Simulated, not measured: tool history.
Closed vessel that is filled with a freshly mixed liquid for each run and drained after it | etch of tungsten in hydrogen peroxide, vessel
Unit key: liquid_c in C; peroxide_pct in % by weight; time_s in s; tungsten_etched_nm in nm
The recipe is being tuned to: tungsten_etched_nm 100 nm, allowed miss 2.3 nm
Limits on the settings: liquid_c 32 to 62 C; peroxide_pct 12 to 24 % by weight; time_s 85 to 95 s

Run 1, hour 0: liquid_c 46 C, peroxide_pct 16 % by weight, time_s 85 s. Result: tungsten_etched_nm 128.1 nm.
Run 2, hour 4.6: liquid_c 51 C, peroxide_pct 16 % by weight, time_s 85 s. Result: tungsten_etched_nm 177.08 nm.
Run 3, hour 9.4: liquid_c 49 C, peroxide_pct 16 % by weight, time_s 85 s. Result: tungsten_etched_nm 155.6 nm.
Run 4, hour 15.3: liquid_c 47.5 C, peroxide_pct 16 % by weight, time_s 85 s. Result: tungsten_etched_nm 142.09 nm.
Run 5, hour 23.7: liquid_c 46 C, peroxide_pct 16 % by weight, time_s 85 s. Result: tungsten_etched_nm 128.75 nm.
Run 6, hour 28.9: liquid_c 46 C, peroxide_pct 16 % by weight, time_s 85 s. Result: tungsten_etched_nm 128.75 nm.
Run 7, hour 35.9: liquid_c 41 C, peroxide_pct 16 % by weight, time_s 85 s. Result: tungsten_etched_nm 93.141 nm.
Run 8, hour 42.5: liquid_c 41 C, peroxide_pct 16 % by weight, time_s 85 s. Result: tungsten_etched_nm 93.555 nm.
Run 9, hour 43.6: liquid_c 41.5 C, peroxide_pct 16 % by weight, time_s 85 s. Result: tungsten_etched_nm 97.306 nm.

Below are 4 possible settings for the next run. Only one of them brings all results inside the allowed miss of their targets. Which is it?
Run A, hour 44.7: liquid_c 41 C, peroxide_pct 15.5 % by weight, time_s 85 s. Result: tungsten_etched_nm ?.
Run B, hour 44.7: liquid_c 39 C, peroxide_pct 18.5 % by weight, time_s 90 s. Result: tungsten_etched_nm ?.
Run C, hour 44.7: liquid_c 39.5 C, peroxide_pct 18 % by weight, time_s 90 s. Result: tungsten_etched_nm ?.
Run D, hour 44.7: liquid_c 40 C, peroxide_pct 16.5 % by weight, time_s 95 s. Result: tungsten_etched_nm ?.

move  tungsten_etched_nm
   A              93.055
   B              94.504
   C              96.317
   D              100.56
A: misses by more than the last run did
B: misses by more than the last run did
C: misses by more than the last run did
D: each result inside its tolerance
The move that meets every target is D.
